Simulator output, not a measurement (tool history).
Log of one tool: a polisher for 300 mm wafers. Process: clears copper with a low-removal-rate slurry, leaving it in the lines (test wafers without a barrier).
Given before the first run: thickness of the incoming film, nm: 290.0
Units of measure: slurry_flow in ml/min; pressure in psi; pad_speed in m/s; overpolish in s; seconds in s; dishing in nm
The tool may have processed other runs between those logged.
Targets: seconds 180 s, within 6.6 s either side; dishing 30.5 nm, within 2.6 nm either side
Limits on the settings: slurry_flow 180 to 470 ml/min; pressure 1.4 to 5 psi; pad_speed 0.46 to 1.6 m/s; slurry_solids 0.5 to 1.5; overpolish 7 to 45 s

run	hour	slurry_flow	pressure	pad_speed	slurry_solids	overpolish	seconds	dishing
1	0	300	3.2	1.02	1	23	79.395	37.48
2	1.8	300	3.2	1.02	0.9	23	83.355	36.064
3	2.8	300	2.4	1.02	0.9	23	107.24	30.703
4	11.4	300	2.2	0.98	0.9	26	115.57	29.715
5	19.3	300	2	0.92	0.9	30	136.72	32.02
6	27.7	360	2	0.92	0.9	30	132.76	32.225
7	29.8	360	1.9	0.9	0.9	31	140.89	29.372
8	36.7	355	1.8	0.88	0.9	33	148.45	30.567
9	43	355	1.7	0.86	0.9	34	160.77	29.158
10	50.3	355	1.6	0.86	0.9	35	167.36	27.315
11	59.1	355	1.4	0.84	0.9	43	186.06	29.265

Consider the 4 candidate settings below. Which is the only one whose results all fall within their allowed miss of target?
A	67.9	325	1.4	0.78	1.1	45	?	?
B	67.9	335	1.7	0.9	0.7	36	?	?
C	67.9	470	1.5	0.8	0.75	39	?	?
D	67.9	375	1.6	0.78	0.95	41	?	?

move	seconds	dishing
A	189.67	30.226
B	167.41	28.456
C	196.19	26.627
D	179.23	29.686
A: its largest miss is bigger than the last run's
B: moves the result that the last run missed by most past its target, out the other side
C: its largest miss is bigger than the last run's
D: all results in spec
D is the move that brings every result within its allowed miss.
